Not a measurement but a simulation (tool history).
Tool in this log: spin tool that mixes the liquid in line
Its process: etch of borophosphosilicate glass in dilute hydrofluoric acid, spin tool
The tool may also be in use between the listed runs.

| run | day | temperature setpoint of the liquid (°C) | parts of water to one part of 49 % hydrofluoric acid (parts by volume) | time under the liquid (s) | thickness taken off the borophosphosilicate glass on a monitor wafer (angstrom) |
|---|---|---|---|---|---|
| 1 | 0 | 26 | 100 | 130 | 453.05 |
| 2 | 0.158 | 27.5 | 100 | 130 | 478.98 |
| 3 | 0.242 | 27.5 | 100 | 140 | 520.59 |
| 4 | 0.517 | 28.5 | 100 | 140 | 536.8 |
| 5 | 0.558 | 30 | 100 | 140 | 571.31 |
| 6 | 0.729 | 30.5 | 100 | 140 | 580.42 |

Predict the results of run 7:
| 7 | 0.988 | 30.5 | 100 | 140 | ? |

{"run 7": {"thickness taken off the borophosphosilicate glass on a monitor wafer (angstrom)": 577.96}}

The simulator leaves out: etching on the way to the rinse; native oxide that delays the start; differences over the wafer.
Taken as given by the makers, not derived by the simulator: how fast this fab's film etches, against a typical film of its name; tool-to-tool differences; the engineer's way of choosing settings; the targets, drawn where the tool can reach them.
